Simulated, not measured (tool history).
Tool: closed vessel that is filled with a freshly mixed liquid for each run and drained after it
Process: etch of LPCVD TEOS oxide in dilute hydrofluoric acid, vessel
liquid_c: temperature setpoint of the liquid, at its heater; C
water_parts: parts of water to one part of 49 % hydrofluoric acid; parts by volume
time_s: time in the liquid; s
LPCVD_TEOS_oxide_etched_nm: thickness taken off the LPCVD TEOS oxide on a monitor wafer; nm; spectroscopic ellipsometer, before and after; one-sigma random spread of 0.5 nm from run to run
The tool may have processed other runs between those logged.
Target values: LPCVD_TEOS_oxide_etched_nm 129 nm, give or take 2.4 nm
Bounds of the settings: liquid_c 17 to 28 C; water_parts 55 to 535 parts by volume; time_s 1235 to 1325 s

run	day	liquid_c	water_parts	time_s	LPCVD_TEOS_oxide_etched_nm
1	0	20	295	1235	71.827
2	0.317	20	220	1235	102.87
3	0.375	20	260	1235	84.211
4	0.688	18.5	260	1235	79.156
5	0.992	18.5	260	1235	78.989
6	1.138	20.5	255	1235	87.335
7	1.471	24.5	225	1235	119.64
8	1.679	25	225	1235	120.61
9	2.017	27.5	225	1235	130.98

Pick the move, out of 5, that brings all results within their allowed miss; only one does.
A	2.354	26	225	1325	?
B	2.354	28	235	1325	?
C	2.354	23.5	200	1255	?
D	2.354	28	240	1280	?
E	2.354	27.5	230	1285	?

move	LPCVD_TEOS_oxide_etched_nm
A	133.6
B	135.68
C	133.55
D	127.62
E	132.88
A: lands further from the targets than the last run did
B: lands further from the targets than the last run did
C: lands further from the targets than the last run did
D: each result inside its tolerance
E: lands further from the targets than the last run did
Go with D: it meets all targets.

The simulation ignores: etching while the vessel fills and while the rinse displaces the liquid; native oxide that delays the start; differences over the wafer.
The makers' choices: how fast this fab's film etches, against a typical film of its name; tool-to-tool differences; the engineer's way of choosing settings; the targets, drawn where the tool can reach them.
